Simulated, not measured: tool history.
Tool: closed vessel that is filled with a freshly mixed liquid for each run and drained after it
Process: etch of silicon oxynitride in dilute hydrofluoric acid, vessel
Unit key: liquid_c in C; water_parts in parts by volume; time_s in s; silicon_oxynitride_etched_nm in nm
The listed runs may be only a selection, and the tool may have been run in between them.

run,hour,liquid_c,water_parts,time_s,silicon_oxynitride_etched_nm
1,0.0,25.0,100,625,23.519
2,1.7,25.0,100,665,25.226
3,11.0,27.0,100,665,27.819
4,12.4,28.5,100,665,29.840
5,17.2,26.0,100,665,26.378
6,23.0,29.0,100,665,30.822
7,24.9,30.0,100,665,31.958
8,27.5,30.5,100,665,32.720

What will run 9 give?
9,28.7,31.0,100,665,?

silicon_oxynitride_etched_nm: 33.466 nm
